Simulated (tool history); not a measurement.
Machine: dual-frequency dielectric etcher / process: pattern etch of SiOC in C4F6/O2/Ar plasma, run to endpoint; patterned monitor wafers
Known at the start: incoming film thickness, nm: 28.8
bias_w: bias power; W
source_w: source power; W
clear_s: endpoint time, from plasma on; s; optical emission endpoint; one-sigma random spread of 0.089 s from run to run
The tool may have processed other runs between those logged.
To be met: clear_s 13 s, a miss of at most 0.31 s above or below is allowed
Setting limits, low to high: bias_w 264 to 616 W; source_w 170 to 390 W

Run 1, day 0: bias_w 440 W, source_w 280 W. Result: clear_s 10.913 s.
Run 2, day 0.3: bias_w 415 W, source_w 270 W. Result: clear_s 11.318 s.
Run 3, day 0.417: bias_w 394 W, source_w 270 W. Result: clear_s 11.469 s.
Run 4, day 0.558: bias_w 376 W, source_w 260 W. Result: clear_s 12.074 s.
Run 5, day 0.854: bias_w 421 W, source_w 260 W. Result: clear_s 11.464 s.
Run 6, day 1.142: bias_w 402 W, source_w 260 W. Result: clear_s 11.734 s.
Run 7, day 1.5: bias_w 387 W, source_w 260 W. Result: clear_s 11.827 s.
Run 8, day 1.533: bias_w 373 W, source_w 260 W. Result: clear_s 11.973 s.
Run 9, day 1.567: bias_w 373 W, source_w 260 W. Result: clear_s 12.227 s.
Run 10, day 1.65: bias_w 306 W, source_w 250 W. Result: clear_s 13.621 s.

Exactly one of the 4 candidate moves below puts every result within its allowed miss. Which one?
Run A, day 1.733: bias_w 290 W, source_w 260 W. Result: clear_s ?.
Run B, day 1.733: bias_w 351 W, source_w 240 W. Result: clear_s ?.
Run C, day 1.733: bias_w 343 W, source_w 210 W. Result: clear_s ?.
Run D, day 1.733: bias_w 284 W, source_w 230 W. Result: clear_s ?.

move  clear_s
   A   13.519
   B   12.781
   C   13.724
   D   14.432
A: nearer the targets than the last run, but a result is still out of spec
B: every result lands within tolerance
C: the biggest miss grows against the last run
D: the biggest miss grows against the last run
B is the move that brings every result within its allowed miss.
